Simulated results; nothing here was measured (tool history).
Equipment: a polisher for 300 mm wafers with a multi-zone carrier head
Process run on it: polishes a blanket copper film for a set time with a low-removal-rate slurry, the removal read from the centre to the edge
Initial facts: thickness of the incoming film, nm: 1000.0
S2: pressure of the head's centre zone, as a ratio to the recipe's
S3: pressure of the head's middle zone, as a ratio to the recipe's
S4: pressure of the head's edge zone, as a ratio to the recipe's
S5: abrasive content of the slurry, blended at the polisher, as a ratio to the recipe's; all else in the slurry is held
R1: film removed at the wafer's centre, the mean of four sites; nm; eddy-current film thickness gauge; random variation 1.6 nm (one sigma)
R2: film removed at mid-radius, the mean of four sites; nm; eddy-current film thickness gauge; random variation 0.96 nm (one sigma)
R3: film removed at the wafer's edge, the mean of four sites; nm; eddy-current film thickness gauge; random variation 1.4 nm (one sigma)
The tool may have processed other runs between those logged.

run 1 hour=0.0 | flow_of_slurry_(ml/min)=275 S2=1.00 S3=1.00 S4=1.00 S5=1.00 polishing_time_(s)=52 | R1=145.57 R2=141.09 R3=141.62
run 2 hour=1.6 | flow_of_slurry_(ml/min)=335 S2=1.00 S3=1.00 S4=1.00 S5=1.00 polishing_time_(s)=52 | R1=145.77 R2=142.95 R3=146.89
run 3 hour=5.8 | flow_of_slurry_(ml/min)=370 S2=1.00 S3=1.00 S4=1.00 S5=1.00 polishing_time_(s)=52 | R1=148.21 R2=144.50 R3=144.26
run 4 hour=6.5 | flow_of_slurry_(ml/min)=370 S2=1.00 S3=1.00 S4=1.00 S5=0.85 polishing_time_(s)=52 | R1=142.86 R2=139.20 R3=143.25
run 5 hour=8.0 | flow_of_slurry_(ml/min)=420 S2=1.00 S3=1.00 S4=1.00 S5=0.85 polishing_time_(s)=52 | R1=145.68 R2=141.70 R3=142.85
run 6 hour=11.6 | flow_of_slurry_(ml/min)=420 S2=1.00 S3=0.96 S4=1.00 S5=0.85 polishing_time_(s)=52 | R1=146.85 R2=139.30 R3=146.65
run 7 hour=20.4 | flow_of_slurry_(ml/min)=415 S2=1.00 S3=0.95 S4=0.98 S5=0.80 polishing_time_(s)=51 | R1=142.68 R2=132.72 R3=138.00

Estimate the outcome of run 8 from the log above:
run 8 hour=22.7 | flow_of_slurry_(ml/min)=410 S2=0.99 S3=0.93 S4=0.97 S5=0.75 polishing_time_(s)=51 | R1=? R2=? R3=?

Run 8 came out at R1 139.86 nm, R2 130.09 nm, R3 134.61 nm.
